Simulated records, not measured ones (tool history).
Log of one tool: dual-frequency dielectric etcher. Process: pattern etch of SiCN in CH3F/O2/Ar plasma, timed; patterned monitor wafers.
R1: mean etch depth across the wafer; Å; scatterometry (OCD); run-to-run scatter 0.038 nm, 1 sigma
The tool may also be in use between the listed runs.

{"run": 1, "day": 0.0, "source power (W)": 290, "bias power (W)": 99, "etch time (s)": 40, "R1": 142.9}
{"run": 2, "day": 0.2, "source power (W)": 290, "bias power (W)": 116, "etch time (s)": 40, "R1": 151.1}
{"run": 3, "day": 0.558, "source power (W)": 290, "bias power (W)": 106, "etch time (s)": 40, "R1": 145.63}
{"run": 4, "day": 0.662, "source power (W)": 290, "bias power (W)": 100, "etch time (s)": 40, "R1": 143.97}
{"run": 5, "day": 0.892, "source power (W)": 290, "bias power (W)": 100, "etch time (s)": 40, "R1": 143.68}
{"run": 6, "day": 1.258, "source power (W)": 270, "bias power (W)": 100, "etch time (s)": 40, "R1": 140.57}
{"run": 7, "day": 1.575, "source power (W)": 260, "bias power (W)": 94, "etch time (s)": 39.5, "R1": 134.05}
{"run": 8, "day": 1.904, "source power (W)": 250, "bias power (W)": 91, "etch time (s)": 39.5, "R1": 130.58}
{"run": 9, "day": 2.183, "source power (W)": 240, "bias power (W)": 89, "etch time (s)": 39.5, "R1": 127.36}

Estimate the outcome of run 10 from the log above:
{"run": 10, "day": 2.504, "source power (W)": 230, "bias power (W)": 88, "etch time (s)": 39.5, "R1": "?"}

Run 10 came out at R1 124.92 Å.
